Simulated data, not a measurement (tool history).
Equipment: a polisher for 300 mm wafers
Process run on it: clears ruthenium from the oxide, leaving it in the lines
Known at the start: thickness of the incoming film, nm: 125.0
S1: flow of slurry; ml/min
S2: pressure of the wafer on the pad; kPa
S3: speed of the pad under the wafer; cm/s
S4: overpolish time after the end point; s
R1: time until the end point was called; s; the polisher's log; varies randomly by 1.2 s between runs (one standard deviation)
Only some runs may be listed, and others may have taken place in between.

{"run": 1, "hour": 0.0, "S1": 315, "S2": 16.5, "S3": 124, "S4": 4, "R1": 69.469}
{"run": 2, "hour": 5.4, "S1": 315, "S2": 15.2, "S3": 124, "S4": 4, "R1": 72.524}
{"run": 3, "hour": 8.0, "S1": 315, "S2": 13.8, "S3": 122, "S4": 4, "R1": 82.093}
{"run": 4, "hour": 15.9, "S1": 350, "S2": 13.8, "S3": 122, "S4": 4, "R1": 80.251}
{"run": 5, "hour": 19.8, "S1": 350, "S2": 13.1, "S3": 122, "S4": 4, "R1": 81.978}
{"run": 6, "hour": 21.1, "S1": 340, "S2": 12.4, "S3": 122, "S4": 4, "R1": 85.584}
{"run": 7, "hour": 22.2, "S1": 340, "S2": 10.3, "S3": 122, "S4": 4, "R1": 101.15}
{"run": 8, "hour": 23.9, "S1": 350, "S2": 10.3, "S3": 122, "S4": 4, "R1": 99.589}

Expected results for the next run?
{"run": 9, "hour": 29.1, "S1": 355, "S2": 10.3, "S3": 122, "S4": 4, "R1": "?"}

{"run 9": {"R1": 98.021}}
